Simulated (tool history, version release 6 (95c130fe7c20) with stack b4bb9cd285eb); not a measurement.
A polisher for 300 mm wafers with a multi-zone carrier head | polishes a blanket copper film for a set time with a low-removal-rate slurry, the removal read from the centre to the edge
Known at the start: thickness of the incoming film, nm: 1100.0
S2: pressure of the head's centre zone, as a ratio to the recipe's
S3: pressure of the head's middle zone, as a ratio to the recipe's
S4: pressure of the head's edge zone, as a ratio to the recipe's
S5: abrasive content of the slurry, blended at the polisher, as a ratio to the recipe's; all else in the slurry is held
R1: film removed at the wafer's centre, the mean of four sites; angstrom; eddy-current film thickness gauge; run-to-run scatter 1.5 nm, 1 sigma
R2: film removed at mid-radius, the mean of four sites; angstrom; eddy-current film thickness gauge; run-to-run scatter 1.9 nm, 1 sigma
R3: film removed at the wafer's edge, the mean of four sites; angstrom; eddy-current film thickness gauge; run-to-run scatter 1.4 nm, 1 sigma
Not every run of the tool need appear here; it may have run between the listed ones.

run 1 hour=0.0 | flow_of_slurry_(ml/min)=190 S2=1.00 S3=1.00 S4=1.00 S5=1.00 polishing_time_(s)=58 | R1=2526.1 R2=2491.0 R3=2525.8
run 2 hour=8.8 | flow_of_slurry_(ml/min)=190 S2=0.99 S3=1.01 S4=0.97 S5=0.90 polishing_time_(s)=54 | R1=2267.3 R2=2285.3 R3=2280.1
run 3 hour=15.6 | flow_of_slurry_(ml/min)=190 S2=0.99 S3=1.03 S4=0.94 S5=0.80 polishing_time_(s)=50 | R1=2053.5 R2=2167.6 R3=2002.8
run 4 hour=18.7 | flow_of_slurry_(ml/min)=185 S2=0.99 S3=1.02 S4=0.92 S5=0.75 polishing_time_(s)=48 | R1=1947.0 R2=2006.6 R3=1863.0
run 5 hour=25.2 | flow_of_slurry_(ml/min)=180 S2=0.98 S3=1.01 S4=0.90 S5=0.70 polishing_time_(s)=48 | R1=1934.0 R2=1942.6 R3=1848.8
run 6 hour=26.0 | flow_of_slurry_(ml/min)=175 S2=0.97 S3=1.02 S4=0.89 S5=0.65 polishing_time_(s)=47 | R1=1817.7 R2=1889.4 R3=1793.4
run 7 hour=27.1 | flow_of_slurry_(ml/min)=180 S2=1.01 S3=1.06 S4=0.81 S5=0.50 polishing_time_(s)=40 | R1=1544.7 R2=1546.3 R3=1376.8
run 8 hour=32.8 | flow_of_slurry_(ml/min)=190 S2=1.01 S3=1.06 S4=0.83 S5=0.50 polishing_time_(s)=40 | R1=1514.7 R2=1578.3 R3=1398.4
run 9 hour=41.7 | flow_of_slurry_(ml/min)=190 S2=1.01 S3=1.06 S4=0.83 S5=0.50 polishing_time_(s)=40 | R1=1547.2 R2=1581.5 R3=1369.0

For run 10, what comes out?
run 10 hour=48.4 | flow_of_slurry_(ml/min)=190 S2=1.01 S3=1.06 S4=0.85 S5=0.55 polishing_time_(s)=40 | R1=? R2=? R3=?

{"run 10": {"R1": 1556.1, "R2": 1651.5, "R3": 1415.0}}
